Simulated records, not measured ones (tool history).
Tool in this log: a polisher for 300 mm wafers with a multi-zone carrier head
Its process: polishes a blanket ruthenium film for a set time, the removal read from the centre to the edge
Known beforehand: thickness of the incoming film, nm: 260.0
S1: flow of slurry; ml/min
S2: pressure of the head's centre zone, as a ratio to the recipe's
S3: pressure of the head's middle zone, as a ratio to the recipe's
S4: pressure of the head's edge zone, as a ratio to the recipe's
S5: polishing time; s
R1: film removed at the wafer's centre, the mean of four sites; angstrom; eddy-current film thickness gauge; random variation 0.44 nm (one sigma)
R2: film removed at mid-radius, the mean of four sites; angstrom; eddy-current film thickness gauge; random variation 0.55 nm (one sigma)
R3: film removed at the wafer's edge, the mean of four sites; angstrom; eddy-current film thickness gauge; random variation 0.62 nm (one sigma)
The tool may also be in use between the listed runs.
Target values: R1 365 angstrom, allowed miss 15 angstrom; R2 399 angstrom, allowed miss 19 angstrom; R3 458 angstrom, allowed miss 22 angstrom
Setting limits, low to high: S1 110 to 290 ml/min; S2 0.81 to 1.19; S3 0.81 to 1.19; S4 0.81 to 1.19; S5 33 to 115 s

run  hour   S1    S2    S3    S4  S5      R1      R2      R3
  1     0  185     1     1     1  73  861.49  846.65  846.33
  2   2.6  185  0.95     1     1  73  819.45  853.68  848.33
  3   7.6  165  0.92  0.96  0.99  63  672.68  704.84  736.32
  4  10.9  150  0.89  0.93  0.96  56  563.17  598.78  636.89
  5  13.5  150  0.89     1  0.96  56  561.95  622.32  622.19
  6  15.4  150  0.89  0.91  0.96  56   561.2  590.85  632.37
  7    21  110  0.81  0.83  0.97  35  289.57   332.9  374.98
  8    29  110  0.81  0.83  0.97  35  283.69  330.03  374.67
  9  37.6  135  0.82  0.83  0.98  35  310.41  363.56   388.6
 10  39.7  130  0.84  0.84  1.01  36  323.95  366.27  407.91
 11  47.7  135  0.85  0.84  1.04  36  335.56  359.57  405.93
 12  49.5  135  0.84  0.85  1.05  38  349.96  393.52  431.17

Next run, 4 choices. One meets every target within its allowed miss, the rest don't. Which?
  A  51.3  230  0.94  0.98  1.04  33   ?   ?   ?
  B  51.3  165  0.83  0.95  1.06  35   ?   ?   ?
  C  51.3  130  0.85  0.81  0.93  38   ?   ?   ?
  D  51.3  150  0.84  0.84  1.11  39   ?   ?   ?

move      R1      R2      R3
   A  378.04  396.79  407.53
   B  332.87  393.43  418.65
   C  347.99  378.11  415.72
   D  366.98  407.57  469.16
A: moves away from the targets compared with the last run
B: moves away from the targets compared with the last run
C: moves away from the targets compared with the last run
D: hits every target within its allowed miss
So the answer is move D, the one that meets all the targets.
